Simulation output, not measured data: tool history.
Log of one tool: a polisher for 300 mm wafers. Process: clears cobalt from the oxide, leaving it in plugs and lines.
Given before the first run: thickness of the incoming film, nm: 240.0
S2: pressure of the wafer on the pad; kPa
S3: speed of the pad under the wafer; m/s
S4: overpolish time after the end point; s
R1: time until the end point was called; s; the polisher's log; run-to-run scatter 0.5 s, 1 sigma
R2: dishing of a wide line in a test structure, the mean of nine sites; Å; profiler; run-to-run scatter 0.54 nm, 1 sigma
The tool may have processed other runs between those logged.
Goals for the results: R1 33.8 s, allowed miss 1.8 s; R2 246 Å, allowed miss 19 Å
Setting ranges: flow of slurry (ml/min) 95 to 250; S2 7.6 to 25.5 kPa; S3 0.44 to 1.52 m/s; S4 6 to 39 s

{"run": 1, "hour": 0.0, "flow of slurry (ml/min)": 160, "S2": 16.5, "S3": 0.98, "S4": 20, "R1": 42.524, "R2": 249.78}
{"run": 2, "hour": 1.2, "flow of slurry (ml/min)": 160, "S2": 12.4, "S3": 0.98, "S4": 20, "R1": 55.837, "R2": 247.25}
{"run": 3, "hour": 10.1, "flow of slurry (ml/min)": 140, "S2": 12.4, "S3": 0.98, "S4": 20, "R1": 56.511, "R2": 239.6}
{"run": 4, "hour": 13.8, "flow of slurry (ml/min)": 140, "S2": 12.4, "S3": 0.86, "S4": 20, "R1": 61.494, "R2": 241.46}
{"run": 5, "hour": 17.7, "flow of slurry (ml/min)": 140, "S2": 9, "S3": 0.86, "S4": 20, "R1": 86.727, "R2": 231.86}
{"run": 6, "hour": 26.7, "flow of slurry (ml/min)": 135, "S2": 11, "S3": 0.88, "S4": 19, "R1": 69.366, "R2": 227.27}
{"run": 7, "hour": 33.4, "flow of slurry (ml/min)": 135, "S2": 13.1, "S3": 0.88, "S4": 19, "R1": 61.519, "R2": 229.8}
{"run": 8, "hour": 41.1, "flow of slurry (ml/min)": 140, "S2": 17.2, "S3": 0.94, "S4": 25, "R1": 41.581, "R2": 245.65}
{"run": 9, "hour": 49.6, "flow of slurry (ml/min)": 140, "S2": 17.9, "S3": 0.94, "S4": 25, "R1": 41.463, "R2": 244.55}
{"run": 10, "hour": 54.4, "flow of slurry (ml/min)": 140, "S2": 18.6, "S3": 0.94, "S4": 25, "R1": 40.842, "R2": 249.93}
{"run": 11, "hour": 62.1, "flow of slurry (ml/min)": 135, "S2": 19.3, "S3": 0.94, "S4": 24, "R1": 37.805, "R2": 244.25}
{"run": 12, "hour": 69.2, "flow of slurry (ml/min)": 135, "S2": 20, "S3": 0.94, "S4": 24, "R1": 36.892, "R2": 248.98}
{"run": 13, "hour": 70.1, "flow of slurry (ml/min)": 130, "S2": 20.7, "S3": 0.94, "S4": 24, "R1": 37.39, "R2": 254.01}
{"run": 14, "hour": 74.6, "flow of slurry (ml/min)": 130, "S2": 20.7, "S3": 0.94, "S4": 26, "R1": 36.742, "R2": 252.89}
{"run": 15, "hour": 81.0, "flow of slurry (ml/min)": 135, "S2": 20.7, "S3": 0.94, "S4": 24, "R1": 36.637, "R2": 256.89}

Pick the move, out of 4, that brings all results within their allowed miss; only one does.
{"run": "A", "hour": 87.4, "flow of slurry (ml/min)": 125, "S2": 22.1, "S3": 1.18, "S4": 28, "R1": "?", "R2": "?"}
{"run": "B", "hour": 87.4, "flow of slurry (ml/min)": 95, "S2": 16.5, "S3": 1.24, "S4": 39, "R1": "?", "R2": "?"}
{"run": "C", "hour": 87.4, "flow of slurry (ml/min)": 95, "S2": 19.3, "S3": 1.24, "S4": 37, "R1": "?", "R2": "?"}
{"run": "D", "hour": 87.4, "flow of slurry (ml/min)": 130, "S2": 25.5, "S3": 0.96, "S4": 31, "R1": "?", "R2": "?"}

move=A R1=29.751 R2=259.81
move=B R1=40.752 R2=260.42
move=C R1=35.086 R2=260.03
move=D R1=30.144 R2=259.87
A: takes the biggest miss from the last run beyond its target
B: further off than the last run
C: all results in spec
D: takes the biggest miss from the last run beyond its target
C is the move that brings every result within its allowed miss.
